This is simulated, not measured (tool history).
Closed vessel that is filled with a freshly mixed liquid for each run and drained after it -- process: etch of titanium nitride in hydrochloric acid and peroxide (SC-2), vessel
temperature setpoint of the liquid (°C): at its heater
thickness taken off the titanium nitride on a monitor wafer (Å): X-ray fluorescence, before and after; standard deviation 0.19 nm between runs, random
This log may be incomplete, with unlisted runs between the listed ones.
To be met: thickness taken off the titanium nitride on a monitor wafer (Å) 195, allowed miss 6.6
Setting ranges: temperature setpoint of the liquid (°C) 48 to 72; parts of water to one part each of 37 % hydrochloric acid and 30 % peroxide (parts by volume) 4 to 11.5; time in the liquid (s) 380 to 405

run    day  temperature setpoint of the liquid (°C)  parts of water to one part each of 37 % hydrochloric acid and 30 % peroxide (parts by volume)  time in the liquid (s)  thickness taken off the titanium nitride on a monitor wafer (Å)
  1      0                                       64                                                                                            6.5                     380                                                           394.21
  2  0.292                                       71                                                                                            6.5                     380                                                            596.9
  3  0.542                                       71                                                                                            8.5                     380                                                           482.86
  4  0.792                                       68                                                                                            8.5                     380                                                           410.01
  5  0.912                                       63                                                                                            8.5                     380                                                           299.14
  6  1.042                                     61.5                                                                                            8.5                     380                                                           270.66
  7  1.329                                     60.5                                                                                            8.5                     380                                                           257.55
  8  1.475                                     59.5                                                                                            8.5                     380                                                           242.38
     1.592  -- new drum of peroxide connected
  9  1.592                                       59                                                                                            8.5                     380                                                           242.35
 10   1.65                                     54.5                                                                                            8.5                     380                                                           184.22

Which single option among these 5 for the next run brings every result within its allowed miss of target? Just one does.
  A  1.708                                       55                                                                                              8                     405                                                                ?
  B  1.708                                     52.5                                                                                            6.5                     380                                                                ?
  C  1.708                                     53.5                                                                                            8.5                     405                                                                ?
  D  1.708                                     57.5                                                                                             10                     405                                                                ?
  E  1.708                                       54                                                                                            8.5                     380                                                                ?

move  thickness taken off the titanium nitride on a monitor wafer (Å)
   A                                                           211.45
   B                                                           198.33
   C                                                           182.69
   D                                                           206.87
   E                                                           177.09
A: takes the result that was furthest off past its target
B: in spec on every target
C: lands further from the targets than the last run did
D: takes the result that was furthest off past its target
E: lands further from the targets than the last run did
B meets every target.
